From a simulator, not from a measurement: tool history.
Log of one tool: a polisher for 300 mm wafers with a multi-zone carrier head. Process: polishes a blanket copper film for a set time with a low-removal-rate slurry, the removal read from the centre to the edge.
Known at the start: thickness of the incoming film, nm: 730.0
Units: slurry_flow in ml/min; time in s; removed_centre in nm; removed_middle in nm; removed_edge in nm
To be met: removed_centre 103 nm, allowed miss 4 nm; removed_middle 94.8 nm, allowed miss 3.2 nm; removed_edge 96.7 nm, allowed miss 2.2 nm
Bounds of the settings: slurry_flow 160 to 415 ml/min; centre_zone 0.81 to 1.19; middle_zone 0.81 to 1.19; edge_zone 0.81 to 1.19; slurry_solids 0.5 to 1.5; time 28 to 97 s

| run | hour | slurry_flow | centre_zone | middle_zone | edge_zone | slurry_solids | time | removed_centre | removed_middle | removed_edge |
|---|---|---|---|---|---|---|---|---|---|---|
| 1 | 0 | 265 | 1 | 1 | 1 | 1 | 62 | 110.24 | 108.36 | 103.82 |
| 2 | 7.3 | 260 | 1 | 0.99 | 0.99 | 1 | 62 | 108.68 | 107.21 | 102.94 |
| 3 | 14.3 | 260 | 1 | 0.99 | 0.99 | 1.1 | 62 | 110.29 | 107.28 | 107.55 |
| 4 | 16.8 | 255 | 1 | 0.98 | 0.98 | 1.1 | 62 | 110.01 | 107.96 | 105.43 |
| 5 | 21.2 | 255 | 1 | 0.98 | 0.98 | 1.1 | 73 | 128.6 | 129.71 | 122.73 |
| 6 | 21.9 | 255 | 1 | 0.98 | 0.98 | 1 | 73 | 128.13 | 126 | 121.14 |
| 7 | 23.3 | 250 | 0.99 | 0.96 | 0.96 | 0.95 | 73 | 123.09 | 121.98 | 118 |
| 8 | 28.7 | 245 | 0.99 | 0.95 | 0.95 | 0.9 | 73 | 124.94 | 117.2 | 117.51 |
| 9 | 36.4 | 245 | 0.98 | 0.95 | 0.94 | 0.85 | 72 | 120.09 | 113.69 | 111.55 |
| 10 | 42.6 | 205 | 0.88 | 0.85 | 0.84 | 0.65 | 72 | 101.56 | 97.861 | 100.85 |

5 next moves are on the table. One of them brings every result within its allowed miss. Which?
| A | 48.8 | 255 | 0.86 | 0.87 | 0.83 | 0.8 | 70 | ? | ? | ? |
| B | 48.8 | 255 | 0.88 | 0.93 | 0.81 | 0.8 | 64 | ? | ? | ? |
| C | 48.8 | 220 | 0.88 | 0.91 | 0.81 | 0.7 | 72 | ? | ? | ? |
| D | 48.8 | 160 | 0.94 | 0.85 | 0.84 | 0.5 | 74 | ? | ? | ? |
| E | 48.8 | 160 | 0.87 | 0.81 | 0.96 | 0.6 | 73 | ? | ? | ? |

| move | removed_centre | removed_middle | removed_edge |
|---|---|---|---|
| A | 102.29 | 101.84 | 102.5 |
| B | 95.239 | 98.398 | 92.644 |
| C | 102.95 | 104.58 | 100.53 |
| D | 101.23 | 92.552 | 96.279 |
| E | 97.655 | 91.205 | 104.97 |
A: further off than the last run
B: takes the result that was furthest off past its target
C: further off than the last run
D: meets every target
E: further off than the last run
Move D is the one to make.
